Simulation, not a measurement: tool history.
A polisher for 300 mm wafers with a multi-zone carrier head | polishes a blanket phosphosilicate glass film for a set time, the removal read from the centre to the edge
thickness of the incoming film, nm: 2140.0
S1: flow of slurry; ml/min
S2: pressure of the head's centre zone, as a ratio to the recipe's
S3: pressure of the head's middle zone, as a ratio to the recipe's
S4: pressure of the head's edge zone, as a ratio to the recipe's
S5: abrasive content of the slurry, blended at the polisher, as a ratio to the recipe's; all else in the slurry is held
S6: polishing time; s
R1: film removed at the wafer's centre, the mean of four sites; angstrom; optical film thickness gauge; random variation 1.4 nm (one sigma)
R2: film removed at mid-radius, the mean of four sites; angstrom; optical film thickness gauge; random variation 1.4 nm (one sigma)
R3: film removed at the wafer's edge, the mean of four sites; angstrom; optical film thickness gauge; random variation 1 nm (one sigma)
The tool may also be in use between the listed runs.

run	day	S1	S2	S3	S4	S5	S6	R1	R2	R3
1	0	265	1	1	1	1	35	2176.7	2229.8	2208.9
2	0.238	265	1.01	0.98	0.98	0.95	35	2169.8	2179.9	2168.1
3	0.542	265	1.02	0.96	0.97	0.9	34	2071.3	2000.7	2062.3
4	0.696	265	1.03	0.95	0.96	0.85	33	1970.7	1905.6	1923
5	0.825	260	1.04	0.93	0.95	0.8	33	1945.6	1798.5	1866.7
6	0.971	255	1.04	0.92	0.94	0.75	33	1895.3	1730.4	1788.6

The next listed run, before its measurement:
7	1.325	250	1.04	0.91	0.93	0.75	33	?	?	?

Run 7 gave R1 1924.7 angstrom, R2 1696.8 angstrom, R3 1807.3 angstrom.
